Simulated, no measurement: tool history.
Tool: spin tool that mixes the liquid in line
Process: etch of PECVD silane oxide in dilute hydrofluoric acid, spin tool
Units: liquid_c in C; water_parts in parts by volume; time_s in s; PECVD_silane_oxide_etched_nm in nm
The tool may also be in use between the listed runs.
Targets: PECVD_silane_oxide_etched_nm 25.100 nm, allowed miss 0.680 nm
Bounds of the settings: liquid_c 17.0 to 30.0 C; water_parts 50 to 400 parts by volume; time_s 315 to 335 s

Run 1, hour 0.0: liquid_c 22.0 C, water_parts 225 parts by volume, time_s 315 s. Result: PECVD_silane_oxide_etched_nm 39.223 nm.
Run 2, hour 1.4: liquid_c 21.0 C, water_parts 235 parts by volume, time_s 315 s. Result: PECVD_silane_oxide_etched_nm 35.497 nm.
Run 3, hour 10.2: liquid_c 21.0 C, water_parts 270 parts by volume, time_s 315 s. Result: PECVD_silane_oxide_etched_nm 30.307 nm.
Run 4, hour 15.6: liquid_c 20.0 C, water_parts 270 parts by volume, time_s 315 s. Result: PECVD_silane_oxide_etched_nm 29.232 nm.
Run 5, hour 19.8: liquid_c 19.5 C, water_parts 275 parts by volume, time_s 315 s. Result: PECVD_silane_oxide_etched_nm 28.060 nm.
Run 6, hour 25.3: liquid_c 19.0 C, water_parts 275 parts by volume, time_s 315 s. Result: PECVD_silane_oxide_etched_nm 27.426 nm.
Run 7, hour 28.7: liquid_c 18.5 C, water_parts 275 parts by volume, time_s 315 s. Result: PECVD_silane_oxide_etched_nm 26.981 nm.
Run 8, hour 29.7: liquid_c 18.0 C, water_parts 275 parts by volume, time_s 315 s. Result: PECVD_silane_oxide_etched_nm 25.919 nm.
Run 9, hour 33.3: liquid_c 17.5 C, water_parts 275 parts by volume, time_s 315 s. Result: PECVD_silane_oxide_etched_nm 26.058 nm.

4 next moves are on the table. One of them brings every result within its allowed miss. Which?
Run A, hour 36.9: liquid_c 18.0 C, water_parts 280 parts by volume, time_s 325 s. Result: PECVD_silane_oxide_etched_nm ?.
Run B, hour 36.9: liquid_c 19.5 C, water_parts 310 parts by volume, time_s 315 s. Result: PECVD_silane_oxide_etched_nm ?.
Run C, hour 36.9: liquid_c 19.0 C, water_parts 290 parts by volume, time_s 335 s. Result: PECVD_silane_oxide_etched_nm ?.
Run D, hour 36.9: liquid_c 17.0 C, water_parts 290 parts by volume, time_s 330 s. Result: PECVD_silane_oxide_etched_nm ?.

move  PECVD_silane_oxide_etched_nm
   A                        26.551
   B                        23.942
   C                        27.195
   D                        24.848
A: further off than the last run
B: takes the result that was furthest off past its target
C: further off than the last run
D: meets every target
The right move is D.
